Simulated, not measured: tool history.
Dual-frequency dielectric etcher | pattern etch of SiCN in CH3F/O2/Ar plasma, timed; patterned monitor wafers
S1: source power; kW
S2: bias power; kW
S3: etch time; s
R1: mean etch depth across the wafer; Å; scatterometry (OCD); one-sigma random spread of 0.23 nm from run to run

run,hour,S1,S2,S3,R1
1,0.0,0.470,0.079,92.5,427.12
2,1.8,0.480,0.079,92.5,432.53
3,2.8,0.480,0.084,92.5,444.80
4,9.6,0.420,0.084,92.5,415.24
5,10.8,0.350,0.084,92.5,382.33
6,16.8,0.380,0.085,92.5,403.02
7,24.3,0.400,0.085,92.5,411.31
8,30.3,0.420,0.085,92.5,419.99
9,36.2,0.420,0.085,92.5,419.80
10,41.3,0.430,0.085,92.5,426.35
11,48.6,0.440,0.085,92.5,429.83
12,56.9,0.450,0.085,92.5,435.84
13,65.5,0.460,0.085,92.5,440.93

Estimate the outcome of run 14 from the log above:
14,69.3,0.470,0.085,92.5,?

{"run 14": {"R1": 442.83}}
